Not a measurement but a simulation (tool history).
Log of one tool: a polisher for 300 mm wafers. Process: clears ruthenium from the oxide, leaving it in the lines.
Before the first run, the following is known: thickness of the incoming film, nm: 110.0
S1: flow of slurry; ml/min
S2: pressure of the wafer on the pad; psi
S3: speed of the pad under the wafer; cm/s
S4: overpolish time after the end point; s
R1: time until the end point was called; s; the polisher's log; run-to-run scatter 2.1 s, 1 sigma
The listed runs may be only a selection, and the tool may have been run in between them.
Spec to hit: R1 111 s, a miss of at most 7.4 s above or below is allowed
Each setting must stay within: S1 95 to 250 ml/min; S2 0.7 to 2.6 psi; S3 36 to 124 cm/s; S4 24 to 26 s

run 1 day=0 | S1=160 S2=1.6 S3=80 S4=24 | R1=155.71
run 2 day=0.279 | S1=160 S2=1.7 S3=80 S4=24 | R1=144.57
run 3 day=0.496 | S1=160 S2=1.8 S3=80 S4=24 | R1=144.33
run 4 day=0.567 | S1=160 S2=1.8 S3=68 S4=24 | R1=159.56
run 5 day=0.846 | S1=160 S2=1.8 S3=68 S4=24 | R1=168.35
run 6 day=0.925 | S1=160 S2=2 S3=70 S4=24 | R1=148.45
run 7 day=1.075 | S1=160 S2=2 S3=70 S4=24 | R1=149.61
run 8 day=1.208 | S1=160 S2=2.1 S3=72 S4=24 | R1=138.56
run 9 day=1.483 | S1=160 S2=2.1 S3=72 S4=24 | R1=138.78
run 10 day=1.596 | S1=160 S2=2.2 S3=74 S4=24 | R1=128.08
run 11 day=1.725 | S1=160 S2=2.3 S3=74 S4=24 | R1=124.89
run 12 day=2.021 | S1=160 S2=2.4 S3=74 S4=24 | R1=121.54

4 next moves are on the table. One of them brings every result within its allowed miss. Which?
run A day=2.317 | S1=165 S2=2.6 S3=72 S4=26 | R1=?
run B day=2.317 | S1=155 S2=2.4 S3=66 S4=24 | R1=?
run C day=2.317 | S1=165 S2=2.5 S3=90 S4=25 | R1=?
run D day=2.317 | S1=215 S2=2.6 S3=82 S4=24 | R1=?

move=A R1=114.5
move=B R1=134.94
move=C R1=95.398
move=D R1=97.033
A: all results land within tolerance of their targets
B: lands further from the targets than the last run did
C: takes the result that was furthest off past its target
D: takes the result that was furthest off past its target
So the answer is move A, the one that meets all the targets.
